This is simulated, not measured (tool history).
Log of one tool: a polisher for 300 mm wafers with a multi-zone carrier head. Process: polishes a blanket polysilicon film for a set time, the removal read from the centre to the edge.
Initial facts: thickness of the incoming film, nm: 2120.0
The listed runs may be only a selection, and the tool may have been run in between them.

| run | hour | flow of slurry (ml/min) | pressure of the head's centre zone | pressure of the head's middle zone | pressure of the head's edge zone | polishing time (s) | film removed at the wafer's centre (nm) | film removed at mid-radius (nm) | film removed at the wafer's edge (nm) |
|---|---|---|---|---|---|---|---|---|---|
| 1 | 0 | 135 | 1 | 1 | 1 | 55 | 462.58 | 458.07 | 445.22 |
| 2 | 6.7 | 135 | 1.04 | 1 | 1 | 55 | 479.72 | 449.98 | 441.67 |
| 3 | 15.2 | 110 | 1.04 | 1 | 1 | 55 | 464.71 | 438.7 | 430.59 |
| 4 | 22.2 | 110 | 1.04 | 1.03 | 1 | 55 | 458.82 | 451.73 | 436.32 |
| 5 | 28.3 | 110 | 1.04 | 1.03 | 1 | 65 | 535.06 | 523.95 | 509.85 |
| 6 | 34.2 | 115 | 1.03 | 1.04 | 1.02 | 65 | 541.45 | 541.09 | 515.06 |

Run 7 is up next; what results do you expect?
| 7 | 39.2 | 115 | 1.01 | 1.03 | 1.04 | 66 | ? | ? | ? |

{"run 7": {"film removed at the wafer's centre (nm)": 538.92, "film removed at mid-radius (nm)": 549.43, "film removed at the wafer's edge (nm)": 530.53}}
